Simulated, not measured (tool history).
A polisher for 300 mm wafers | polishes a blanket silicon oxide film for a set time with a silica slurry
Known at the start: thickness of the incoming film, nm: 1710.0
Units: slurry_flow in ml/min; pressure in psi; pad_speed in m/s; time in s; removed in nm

run  hour  slurry_flow  pressure  pad_speed  slurry_solids  time  removed
  1     0          245       3.4       1.14              1    96   260.41
  2   0.7          245       3.4       1.36              1    96   301.32
  3   9.6          245       3.5       1.36              1    96   304.84
  4    12          245       3.6       1.36              1    96   312.36
  5  20.1          245       3.7       1.36              1    96    327.7
  6  25.6          245       3.7       1.12              1    96   276.89
  7  30.9          245       3.9       1.12              1    96   292.12

The next listed run, before its measurement:
  8  37.3          245       4.1       1.12              1    96        ?

{"run 8": {"removed": 312.9}}
